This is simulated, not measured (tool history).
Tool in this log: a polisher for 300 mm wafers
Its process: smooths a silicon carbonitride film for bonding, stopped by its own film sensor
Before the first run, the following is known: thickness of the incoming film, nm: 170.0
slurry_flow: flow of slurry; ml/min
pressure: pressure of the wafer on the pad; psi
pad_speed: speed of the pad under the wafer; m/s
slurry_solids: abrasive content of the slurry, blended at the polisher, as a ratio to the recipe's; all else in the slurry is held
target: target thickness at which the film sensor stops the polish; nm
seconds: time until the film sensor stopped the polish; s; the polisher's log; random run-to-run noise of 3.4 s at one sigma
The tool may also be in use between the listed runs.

run,day,slurry_flow,pressure,pad_speed,slurry_solids,target,seconds
1,0.000,255,2.2,0.78,1.0,120,234.71
2,0.233,255,2.3,0.78,1.0,120,225.38
3,0.529,255,2.4,0.78,1.0,120,217.61
4,0.896,255,2.5,0.78,1.0,120,214.51
5,1.112,255,2.6,0.78,1.0,120,209.37
6,1.138,255,2.6,0.78,0.8,120,238.66
7,1.167,255,2.7,0.78,0.8,120,222.43

Predict the results of run 8:
8,1.192,255,2.8,0.78,0.8,120,?

{"run 8": {"seconds": 221.36}}
